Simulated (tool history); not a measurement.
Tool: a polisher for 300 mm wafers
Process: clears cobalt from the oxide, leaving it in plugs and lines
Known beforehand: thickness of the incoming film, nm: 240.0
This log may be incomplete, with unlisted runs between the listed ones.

run  hour  flow of slurry (ml/min)  pressure of the wafer on the pad (kPa)  speed of the pad under the wafer (m/s)  overpolish time after the end point (s)  time until the end point was called (s)  dishing of a wide line in a test structure (angstrom)
  1     0                      315                                    15.2                                    1.08                                       11                                   37.759                                                 373.16
  2     3                      315                                    15.2                                     0.9                                       11                                   44.805                                                 355.69
  3   3.5                      315                                    15.2                                     0.9                                       12                                   46.093                                                  375.2
  4  11.3                      315                                    15.2                                     0.9                                       14                                   45.746                                                 395.32
  5  14.7                      315                                    13.8                                     0.9                                       14                                   50.325                                                 386.35
  6  15.8                      315                                    10.3                                     0.9                                       14                                   65.994                                                 325.58
  7  24.3                      315                                      11                                     0.9                                       14                                   61.611                                                 347.75
  8  27.8                      315                                    11.7                                     0.9                                       14                                   57.989                                                 366.96

Run 9 has not been measured yet. What should we expect?
  9  33.3                      315                                    12.4                                     0.9                                       14                                        ?                                                      ?

{"run 9": {"time until the end point was called (s)": 55.35, "dishing of a wide line in a test structure (angstrom)": 371.77}}

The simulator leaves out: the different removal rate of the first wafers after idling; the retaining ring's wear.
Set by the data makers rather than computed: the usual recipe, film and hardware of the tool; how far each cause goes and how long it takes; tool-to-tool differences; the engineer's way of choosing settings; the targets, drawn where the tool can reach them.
